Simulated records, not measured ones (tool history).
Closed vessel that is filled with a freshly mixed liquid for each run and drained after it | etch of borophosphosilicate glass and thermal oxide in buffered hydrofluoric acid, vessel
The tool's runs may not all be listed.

run  hour  temperature setpoint of the liquid (°C)  parts of 40 % ammonium fluoride to one part of 49 % hydrofluoric acid (parts by volume)  time in the liquid (s)  thickness taken off the borophosphosilicate glass on a monitor wafer (angstrom)  thickness taken off the thermal oxide on a monitor wafer (angstrom)
  1   0.0                                     25.0                                                                                      9.0                      60                                                                           1844.4                                                               791.30
  2   8.1                                     26.0                                                                                      9.0                      60                                                                           1957.4                                                               813.01
  3  12.6                                     24.5                                                                                      9.0                      60                                                                           1790.8                                                               768.47
  4  13.8                                     27.5                                                                                      9.0                      60                                                                           2112.0                                                               898.00
  5  19.0                                     28.0                                                                                      9.0                      60                                                                           2170.6                                                               929.21
  6  20.6                                     28.0                                                                                      9.0                      45                                                                           1624.1                                                               686.02
  7  27.3                                     29.0                                                                                      8.5                      45                                                                           1827.2                                                               771.43
  8  35.8                                     29.5                                                                                      8.5                      45                                                                           1863.7                                                               789.63
  9  42.3                                     30.0                                                                                      8.5                      45                                                                           1911.9                                                               816.77
 10  49.4                                     30.5                                                                                      8.5                      45                                                                           1960.3                                                               840.12
 11  52.9                                     31.0                                                                                      8.5                      45                                                                           2022.0                                                               847.99

Run 12 comes next. What will it give?
 12  60.3                                     31.0                                                                                      8.0                      45                                                                                ?                                                                    ?

Run 12 gave thickness taken off the borophosphosilicate glass on a monitor wafer (angstrom) 2149.0, thickness taken off the thermal oxide on a monitor wafer (angstrom) 919.51.

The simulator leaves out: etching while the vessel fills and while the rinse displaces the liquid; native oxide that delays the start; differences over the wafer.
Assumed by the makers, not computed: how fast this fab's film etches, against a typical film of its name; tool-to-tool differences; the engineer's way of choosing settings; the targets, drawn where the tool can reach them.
